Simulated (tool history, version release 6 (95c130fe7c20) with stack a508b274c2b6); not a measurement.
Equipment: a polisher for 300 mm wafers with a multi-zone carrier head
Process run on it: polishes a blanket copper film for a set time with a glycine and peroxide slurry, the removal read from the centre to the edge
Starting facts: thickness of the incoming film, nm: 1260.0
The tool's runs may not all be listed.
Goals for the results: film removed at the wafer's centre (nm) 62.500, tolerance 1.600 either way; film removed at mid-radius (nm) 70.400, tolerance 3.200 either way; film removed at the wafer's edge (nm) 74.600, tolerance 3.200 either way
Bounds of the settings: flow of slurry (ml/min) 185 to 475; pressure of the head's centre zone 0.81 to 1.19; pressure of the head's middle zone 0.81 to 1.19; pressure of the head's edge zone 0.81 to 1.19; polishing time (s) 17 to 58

run    day  flow of slurry (ml/min)  pressure of the head's centre zone  pressure of the head's middle zone  pressure of the head's edge zone  polishing time (s)  film removed at the wafer's centre (nm)  film removed at mid-radius (nm)  film removed at the wafer's edge (nm)
  1  0.000                      305                                1.00                                1.00                              1.00                  37                                  107.160                          104.380                                114.790
  2  0.175                      305                                1.00                                1.00                              1.00                  28                                   80.652                           81.286                                 86.803
  3  0.521                      305                                0.98                                0.99                              0.98                  28                                   79.996                           80.327                                 85.731
  4  0.750                      300                                0.96                                0.99                              0.97                  28                                   76.370                           81.104                                 85.930
  5  0.850                      300                                0.95                                0.98                              0.96                  28                                   76.789                           78.749                                 84.948
     0.996  -- edge zone pressure recalibrated
  6  0.996                      300                                0.95                                0.98                              0.96                  19                                   52.407                           54.499                                 54.019
  7  1.162                      295                                0.95                                0.99                              0.99                  20                                   55.400                           57.849                                 58.152
  8  1.288                      300                                0.94                                0.99                              1.00                  21                                   56.625                           59.462                                 61.043

Pick the move, out of 4, that brings all results within their allowed miss; only one does.
  A  1.412                      235                                0.84                                0.84                              1.19                  22                                        ?                                ?                                      ?
  B  1.412                      240                                0.83                                0.84                              1.13                  28                                        ?                                ?                                      ?
  C  1.412                      185                                0.97                                0.84                              0.99                  23                                        ?                                ?                                      ?
  D  1.412                      295                                0.86                                0.95                              1.02                  25                                        ?                                ?                                      ?

move  film removed at the wafer's centre (nm)  film removed at mid-radius (nm)  film removed at the wafer's edge (nm)
   A                                   51.869                           54.172                                 67.746
   B                                   65.439                           69.161                                 84.395
   C                                   59.953                           54.386                                 63.402
   D                                   62.344                           70.148                                 73.335
A: its largest miss is bigger than the last run's
B: carries the result that was furthest off beyond its target, to the other side
C: its largest miss is bigger than the last run's
D: every result lands within tolerance
The move that meets every target is D.
